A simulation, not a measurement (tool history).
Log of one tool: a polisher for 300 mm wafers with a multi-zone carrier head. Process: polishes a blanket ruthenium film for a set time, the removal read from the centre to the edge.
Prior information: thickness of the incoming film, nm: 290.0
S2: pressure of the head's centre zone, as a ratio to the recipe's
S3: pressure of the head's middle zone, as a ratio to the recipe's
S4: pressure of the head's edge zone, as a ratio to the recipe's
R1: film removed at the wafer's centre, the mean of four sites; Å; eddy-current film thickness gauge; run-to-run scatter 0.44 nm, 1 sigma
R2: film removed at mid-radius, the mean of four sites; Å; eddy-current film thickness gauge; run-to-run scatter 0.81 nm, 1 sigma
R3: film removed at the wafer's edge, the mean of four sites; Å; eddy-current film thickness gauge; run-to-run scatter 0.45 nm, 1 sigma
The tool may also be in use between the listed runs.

run 1 hour=0.0 | flow_of_slurry_(ml/min)=130 S2=1.00 S3=1.00 S4=1.00 polishing_time_(s)=76 | R1=664.40 R2=655.27 R3=646.21
run 2 hour=3.0 | flow_of_slurry_(ml/min)=140 S2=0.98 S3=1.03 S4=1.02 polishing_time_(s)=76 | R1=657.05 R2=677.66 R3=652.61
run 3 hour=7.8 | flow_of_slurry_(ml/min)=145 S2=0.97 S3=1.05 S4=1.04 polishing_time_(s)=77 | R1=668.07 R2=700.33 R3=668.72
run 4 hour=15.7 | flow_of_slurry_(ml/min)=145 S2=0.97 S3=1.05 S4=1.04 polishing_time_(s)=86 | R1=749.30 R2=773.66 R3=748.23
run 5 hour=19.4 | flow_of_slurry_(ml/min)=140 S2=0.96 S3=1.07 S4=1.04 polishing_time_(s)=86 | R1=730.26 R2=785.07 R3=752.05
run 6 hour=23.9 | flow_of_slurry_(ml/min)=135 S2=0.95 S3=1.09 S4=1.03 polishing_time_(s)=86 | R1=713.80 R2=789.20 R3=742.89

For run 7, what comes out?
run 7 hour=31.5 | flow_of_slurry_(ml/min)=135 S2=0.94 S3=1.11 S4=1.03 polishing_time_(s)=86 | R1=? R2=? R3=?

{"run 7": {"R1": 712.9, "R2": 784.59, "R3": 739.63}}

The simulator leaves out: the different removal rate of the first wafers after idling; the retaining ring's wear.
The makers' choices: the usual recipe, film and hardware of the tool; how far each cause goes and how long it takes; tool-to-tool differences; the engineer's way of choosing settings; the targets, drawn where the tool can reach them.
